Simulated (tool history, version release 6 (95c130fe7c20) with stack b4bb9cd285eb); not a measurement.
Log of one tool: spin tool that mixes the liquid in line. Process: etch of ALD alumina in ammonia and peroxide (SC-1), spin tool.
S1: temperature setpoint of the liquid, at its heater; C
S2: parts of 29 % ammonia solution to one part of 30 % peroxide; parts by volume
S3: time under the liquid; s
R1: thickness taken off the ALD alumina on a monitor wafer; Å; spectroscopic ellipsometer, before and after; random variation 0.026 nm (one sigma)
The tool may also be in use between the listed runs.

run	day	S1	S2	S3	R1
1	0.000	56.0	0.55	60	57.042
2	0.062	63.0	0.55	60	82.813
3	0.158	59.0	0.55	60	66.193
4	0.521	56.0	0.55	60	57.097
5	0.700	56.0	0.40	60	56.298
6	0.854	53.5	0.40	60	49.278
7	0.879	51.5	0.40	60	44.325
8	1.225	50.0	0.40	60	40.564

Run 9 comes next. What will it give?
9	1.592	49.0	0.40	60	?

R1: 38.169 Å
